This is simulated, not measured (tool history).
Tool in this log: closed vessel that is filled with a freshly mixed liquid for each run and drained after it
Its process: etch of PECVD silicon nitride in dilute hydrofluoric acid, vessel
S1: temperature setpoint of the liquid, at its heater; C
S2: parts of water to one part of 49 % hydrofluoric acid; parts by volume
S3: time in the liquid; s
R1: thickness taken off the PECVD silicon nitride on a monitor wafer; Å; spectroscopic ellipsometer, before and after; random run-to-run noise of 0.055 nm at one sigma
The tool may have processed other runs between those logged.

run  hour    S1   S2   S3       R1
  1   0.0  26.0  210  310   85.681
  2   1.4  27.0  205  310   92.983
  3   3.7  30.0  205  310  111.620
  4   4.7  30.5  205  310  115.960
  5   6.6  31.0  205  310  119.130
  6  14.5  31.5  205  310  123.170

Run 7 comes next. What will it give?
  7  19.8  32.0  205  310   ?

{"run 7": {"R1": 125.61}}

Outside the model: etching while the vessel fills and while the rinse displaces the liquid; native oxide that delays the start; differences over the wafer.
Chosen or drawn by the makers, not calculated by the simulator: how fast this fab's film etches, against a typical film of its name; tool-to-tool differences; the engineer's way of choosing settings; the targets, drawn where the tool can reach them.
